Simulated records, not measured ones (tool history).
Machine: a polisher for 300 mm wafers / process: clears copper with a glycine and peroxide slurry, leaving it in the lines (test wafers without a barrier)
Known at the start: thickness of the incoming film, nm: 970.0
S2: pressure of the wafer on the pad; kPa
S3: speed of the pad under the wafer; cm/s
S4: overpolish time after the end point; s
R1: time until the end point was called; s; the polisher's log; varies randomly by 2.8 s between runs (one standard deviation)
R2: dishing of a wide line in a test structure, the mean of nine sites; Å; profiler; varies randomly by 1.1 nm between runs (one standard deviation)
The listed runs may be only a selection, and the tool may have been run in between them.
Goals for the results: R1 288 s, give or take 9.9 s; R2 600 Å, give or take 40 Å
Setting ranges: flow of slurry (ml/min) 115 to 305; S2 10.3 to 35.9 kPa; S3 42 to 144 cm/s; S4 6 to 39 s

run 1 hour=0 | flow_of_slurry_(ml/min)=195 S2=22.8 S3=92 S4=20 | R1=137.8 R2=644.47
run 2 hour=3.6 | flow_of_slurry_(ml/min)=190 S2=20.7 S3=88 S4=22 | R1=153.12 R2=650.41
run 3 hour=6.7 | flow_of_slurry_(ml/min)=175 S2=20.7 S3=88 S4=22 | R1=156.22 R2=661.98
run 4 hour=13.8 | flow_of_slurry_(ml/min)=170 S2=19.3 S3=84 S4=23 | R1=172.96 R2=616.78
run 5 hour=19.4 | flow_of_slurry_(ml/min)=170 S2=19.3 S3=84 S4=31 | R1=173 R2=726.29
run 6 hour=23.8 | flow_of_slurry_(ml/min)=165 S2=17.9 S3=82 S4=32 | R1=186.41 R2=724.51
run 7 hour=24.9 | flow_of_slurry_(ml/min)=160 S2=16.5 S3=80 S4=32 | R1=203.17 R2=683.82
run 8 hour=28.1 | flow_of_slurry_(ml/min)=155 S2=15.9 S3=78 S4=33 | R1=214.57 R2=682.7
run 9 hour=35.1 | flow_of_slurry_(ml/min)=150 S2=15.2 S3=78 S4=33 | R1=222.19 R2=671.9
run 10 hour=42.7 | flow_of_slurry_(ml/min)=145 S2=14.5 S3=78 S4=33 | R1=230.36 R2=630.98
run 11 hour=49.2 | flow_of_slurry_(ml/min)=145 S2=13.8 S3=78 S4=34 | R1=238.58 R2=629.37
run 12 hour=56.8 | flow_of_slurry_(ml/min)=145 S2=13.1 S3=78 S4=35 | R1=247.56 R2=615.91
run 13 hour=63.7 | flow_of_slurry_(ml/min)=145 S2=12.4 S3=78 S4=36 | R1=254.15 R2=626.51

Next run, 5 choices. One meets every target within its allowed miss, the rest don't. Which?
run A hour=70.6 | flow_of_slurry_(ml/min)=135 S2=10.3 S3=92 S4=32 | R1=? R2=?
run B hour=70.6 | flow_of_slurry_(ml/min)=145 S2=14.5 S3=72 S4=39 | R1=? R2=?
run C hour=70.6 | flow_of_slurry_(ml/min)=130 S2=13.8 S3=80 S4=34 | R1=? R2=?
run D hour=70.6 | flow_of_slurry_(ml/min)=165 S2=11 S3=72 S4=35 | R1=? R2=?
run E hour=70.6 | flow_of_slurry_(ml/min)=160 S2=14.5 S3=70 S4=32 | R1=? R2=?

move=A R1=262.63 R2=570.32
move=B R1=243.45 R2=685.56
move=C R1=237.17 R2=641.21
move=D R1=289.19 R2=584.18
move=E R1=245.39 R2=619.45
A: gains on the last run, yet a result remains outside its allowed miss
B: further off than the last run
C: further off than the last run
D: every result lands within tolerance
E: further off than the last run
Move D is the one to make.
